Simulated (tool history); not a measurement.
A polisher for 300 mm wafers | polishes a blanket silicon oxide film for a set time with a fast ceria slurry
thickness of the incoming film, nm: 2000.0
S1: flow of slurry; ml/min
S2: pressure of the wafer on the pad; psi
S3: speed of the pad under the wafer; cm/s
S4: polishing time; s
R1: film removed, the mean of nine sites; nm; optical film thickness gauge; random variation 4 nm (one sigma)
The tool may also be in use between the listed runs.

run  hour   S1   S2   S3  S4      R1
  1   0.0  230  3.2  104  28  475.38
  2   7.3  230  3.2  104  28  474.69
  3   8.4  235  3.3  104  28  484.23
  4  10.9  235  3.5  104  28  508.10
  5  16.7  235  3.6  104  28  512.71
  6  25.2  235  3.8  104  28  541.22
  7  29.9  235  3.8  104  28  533.39
  8  31.4  235  3.8  104  28  535.71
  9  37.9  235  3.9  104  28  545.55
 10  44.2  235  4.0  104  28  561.08
 11  46.8  235  4.1  104  28  569.43
 12  53.3  235  4.2  104  28  574.00
 13  55.4  240  4.3  104  28  587.86

The next listed run, before its measurement:
 14  63.6  240  4.4  104  28   ?

{"run 14": {"R1": 591.94}}
